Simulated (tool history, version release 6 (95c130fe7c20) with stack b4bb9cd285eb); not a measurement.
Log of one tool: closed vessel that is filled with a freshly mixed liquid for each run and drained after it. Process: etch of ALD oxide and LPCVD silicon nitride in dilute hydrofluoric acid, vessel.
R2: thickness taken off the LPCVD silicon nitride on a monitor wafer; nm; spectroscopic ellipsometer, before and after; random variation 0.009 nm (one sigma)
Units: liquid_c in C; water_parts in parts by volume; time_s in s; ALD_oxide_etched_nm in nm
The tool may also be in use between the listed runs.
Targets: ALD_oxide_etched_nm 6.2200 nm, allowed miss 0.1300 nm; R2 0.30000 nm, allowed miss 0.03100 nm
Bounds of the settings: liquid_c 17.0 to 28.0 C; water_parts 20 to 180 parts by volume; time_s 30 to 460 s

Run 1, hour 0.0: liquid_c 20.0 C, water_parts 100 parts by volume, time_s 235 s. Result: ALD_oxide_etched_nm 18.0200 nm, R2 0.91597 nm.
Run 2, hour 4.0: liquid_c 19.0 C, water_parts 125 parts by volume, time_s 230 s. Result: ALD_oxide_etched_nm 13.2400 nm, R2 0.67231 nm.
Run 3, hour 9.5: liquid_c 19.0 C, water_parts 125 parts by volume, time_s 280 s. Result: ALD_oxide_etched_nm 16.1290 nm, R2 0.84910 nm.
Run 4, hour 14.6: liquid_c 19.0 C, water_parts 125 parts by volume, time_s 315 s. Result: ALD_oxide_etched_nm 17.9670 nm, R2 0.90327 nm.
Run 5, hour 18.7: liquid_c 19.0 C, water_parts 100 parts by volume, time_s 315 s. Result: ALD_oxide_etched_nm 23.2960 nm, R2 1.13360 nm.
Run 6, hour 24.1: liquid_c 19.0 C, water_parts 135 parts by volume, time_s 315 s. Result: ALD_oxide_etched_nm 16.6480 nm, R2 0.88232 nm.
Run 7, hour 26.5: liquid_c 18.5 C, water_parts 150 parts by volume, time_s 275 s. Result: ALD_oxide_etched_nm 12.6690 nm, R2 0.65942 nm.
Run 8, hour 32.6: liquid_c 18.5 C, water_parts 150 parts by volume, time_s 275 s. Result: ALD_oxide_etched_nm 12.6160 nm, R2 0.67224 nm.
Run 9, hour 33.6: liquid_c 18.0 C, water_parts 160 parts by volume, time_s 235 s. Result: ALD_oxide_etched_nm 9.8388 nm, R2 0.48652 nm.
Run 10, hour 39.5: liquid_c 18.0 C, water_parts 165 parts by volume, time_s 210 s. Result: ALD_oxide_etched_nm 8.4859 nm, R2 0.44052 nm.
Run 11, hour 45.3: liquid_c 17.5 C, water_parts 170 parts by volume, time_s 195 s. Result: ALD_oxide_etched_nm 7.4058 nm, R2 0.38206 nm.

Which of these 4 next moves meets every target?
Run A, hour 51.1: liquid_c 20.5 C, water_parts 180 parts by volume, time_s 200 s. Result: ALD_oxide_etched_nm ?, R2 ?.
Run B, hour 51.1: liquid_c 23.0 C, water_parts 180 parts by volume, time_s 205 s. Result: ALD_oxide_etched_nm ?, R2 ?.
Run C, hour 51.1: liquid_c 17.0 C, water_parts 160 parts by volume, time_s 155 s. Result: ALD_oxide_etched_nm ?, R2 ?.
Run D, hour 51.1: liquid_c 19.5 C, water_parts 180 parts by volume, time_s 150 s. Result: ALD_oxide_etched_nm ?, R2 ?.

move  ALD_oxide_etched_nm       R2
   A               8.0328  0.45917
   B               9.0624  0.55376
   C               6.2139  0.31540
   D               5.7937  0.32235
A: further off than the last run
B: further off than the last run
C: meets every target
D: takes the result that was furthest off past its target
The right move is C.

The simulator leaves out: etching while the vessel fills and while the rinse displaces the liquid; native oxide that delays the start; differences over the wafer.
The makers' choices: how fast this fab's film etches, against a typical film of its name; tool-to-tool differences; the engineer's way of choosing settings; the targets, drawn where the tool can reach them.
